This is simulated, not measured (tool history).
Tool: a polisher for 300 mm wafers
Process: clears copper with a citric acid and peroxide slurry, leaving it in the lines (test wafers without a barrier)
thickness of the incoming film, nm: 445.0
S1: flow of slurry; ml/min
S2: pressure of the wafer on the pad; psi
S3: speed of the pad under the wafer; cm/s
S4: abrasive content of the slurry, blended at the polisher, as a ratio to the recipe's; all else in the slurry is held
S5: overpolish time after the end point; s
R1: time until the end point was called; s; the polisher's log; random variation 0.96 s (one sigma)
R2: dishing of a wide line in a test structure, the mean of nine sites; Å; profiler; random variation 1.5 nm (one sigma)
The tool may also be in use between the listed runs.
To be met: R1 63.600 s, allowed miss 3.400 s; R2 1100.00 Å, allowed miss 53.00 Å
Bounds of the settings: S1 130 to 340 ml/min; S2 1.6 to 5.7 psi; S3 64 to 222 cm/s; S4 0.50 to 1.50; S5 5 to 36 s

{"run": 1, "day": 0.0, "S1": 220, "S2": 3.6, "S3": 142, "S4": 1.0, "S5": 18, "R1": 126.6, "R2": 442.79}
{"run": 2, "day": 0.167, "S1": 265, "S2": 3.6, "S3": 142, "S4": 1.0, "S5": 18, "R1": 127.24, "R2": 436.95}
{"run": 3, "day": 0.329, "S1": 265, "S2": 3.6, "S3": 142, "S4": 1.15, "S5": 18, "R1": 124.4, "R2": 467.88}
{"run": 4, "day": 0.6, "S1": 265, "S2": 3.6, "S3": 122, "S4": 1.15, "S5": 18, "R1": 144.06, "R2": 401.91}
{"run": 5, "day": 0.771, "S1": 265, "S2": 3.8, "S3": 130, "S4": 1.15, "S5": 19, "R1": 127.32, "R2": 465.73}
{"run": 6, "day": 0.979, "S1": 265, "S2": 2.9, "S3": 130, "S4": 1.15, "S5": 19, "R1": 166.75, "R2": 370.96}
{"run": 7, "day": 1.212, "S1": 265, "S2": 3.3, "S3": 136, "S4": 1.15, "S5": 20, "R1": 137.55, "R2": 445.53}
{"run": 8, "day": 1.412, "S1": 265, "S2": 3.6, "S3": 140, "S4": 1.15, "S5": 21, "R1": 124.69, "R2": 496.99}
{"run": 9, "day": 1.612, "S1": 265, "S2": 3.8, "S3": 144, "S4": 1.15, "S5": 22, "R1": 114.98, "R2": 562.29}
{"run": 10, "day": 1.775, "S1": 265, "S2": 4.0, "S3": 148, "S4": 1.15, "S5": 23, "R1": 104.11, "R2": 619.82}
{"run": 11, "day": 2.033, "S1": 265, "S2": 4.2, "S3": 150, "S4": 1.15, "S5": 24, "R1": 98.367, "R2": 651.46}
{"run": 12, "day": 2.188, "S1": 265, "S2": 4.4, "S3": 154, "S4": 1.15, "S5": 25, "R1": 94.66, "R2": 719.65}
{"day": 2.292, "done": "worn pad replaced by a new one"}
{"run": 13, "day": 2.292, "S1": 265, "S2": 4.6, "S3": 158, "S4": 1.15, "S5": 25, "R1": 76.262, "R2": 835.93}
{"run": 14, "day": 2.633, "S1": 265, "S2": 5.1, "S3": 158, "S4": 1.15, "S5": 29, "R1": 69.627, "R2": 977.38}
{"run": 15, "day": 2.742, "S1": 265, "S2": 5.2, "S3": 160, "S4": 1.15, "S5": 30, "R1": 67.657, "R2": 1022.3}

4 next moves are on the table. One of them brings every result within its allowed miss. Which?
{"run": "A", "day": 2.85, "S1": 270, "S2": 5.7, "S3": 176, "S4": 1.1, "S5": 27, "R1": "?", "R2": "?"}
{"run": "B", "day": 2.85, "S1": 255, "S2": 5.5, "S3": 186, "S4": 1.1, "S5": 23, "R1": "?", "R2": "?"}
{"run": "C", "day": 2.85, "S1": 255, "S2": 5.7, "S3": 178, "S4": 1.05, "S5": 23, "R1": "?", "R2": "?"}
{"run": "D", "day": 2.85, "S1": 225, "S2": 5.1, "S3": 174, "S4": 1.25, "S5": 31, "R1": "?", "R2": "?"}

move=A R1=57.023 R2=1091.20
move=B R1=56.266 R2=999.74
move=C R1=57.214 R2=993.36
move=D R1=63.986 R2=1090.80
A: brings the result that was furthest off to its target, and leaves another outside
B: further off than the last run
C: further off than the last run
D: meets every target
Answer: D

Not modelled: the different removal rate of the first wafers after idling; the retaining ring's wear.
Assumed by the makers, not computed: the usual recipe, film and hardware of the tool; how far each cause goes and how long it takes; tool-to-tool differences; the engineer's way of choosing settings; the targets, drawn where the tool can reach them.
